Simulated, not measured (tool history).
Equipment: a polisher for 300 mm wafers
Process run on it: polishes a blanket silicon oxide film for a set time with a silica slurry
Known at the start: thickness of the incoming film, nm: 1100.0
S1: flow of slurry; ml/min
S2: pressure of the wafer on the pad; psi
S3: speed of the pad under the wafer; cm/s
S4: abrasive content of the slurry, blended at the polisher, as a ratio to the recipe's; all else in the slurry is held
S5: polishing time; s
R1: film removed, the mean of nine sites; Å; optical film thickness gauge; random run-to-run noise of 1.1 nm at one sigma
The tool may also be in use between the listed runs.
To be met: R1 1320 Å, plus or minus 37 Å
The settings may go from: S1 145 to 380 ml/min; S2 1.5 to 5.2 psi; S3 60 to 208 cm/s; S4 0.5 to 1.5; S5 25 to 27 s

run,hour,S1,S2,S3,S4,S5,R1
1,0,245,3.3,134,1,27,888.38
2,3.8,220,3.3,134,1,27,887.04
3,7.6,220,3.6,134,1,27,956.87
4,9.4,220,3.8,134,1,27,1027.3
5,17.8,220,3.8,134,1,27,1010.5
6,23.9,220,3.8,134,0.9,27,947.28
7,32.8,220,4,134,0.9,27,990.03
8,34.7,220,4.2,134,0.9,27,1034.6
9,42.8,220,4.4,134,0.9,27,1099.6
10,46.1,220,4.4,134,0.9,27,1103.2
11,48,240,5.1,134,0.9,27,1264.4

Exercise: of the 4 proposed moves below, exactly one satisfies all targets within the stated allowed misses. Which move is it?
A,49.9,235,5.2,136,0.9,27,?
B,49.9,235,5.2,122,0.95,27,?
C,49.9,230,4.4,154,1.05,25,?
D,49.9,275,5.1,148,0.75,27,?

move,R1
A,1287.8
B,1220.7
C,1223.9
D,1210.7
A: hits every target within its allowed miss
B: its largest miss is bigger than the last run's
C: its largest miss is bigger than the last run's
D: its largest miss is bigger than the last run's
A is the move that brings every result within its allowed miss.
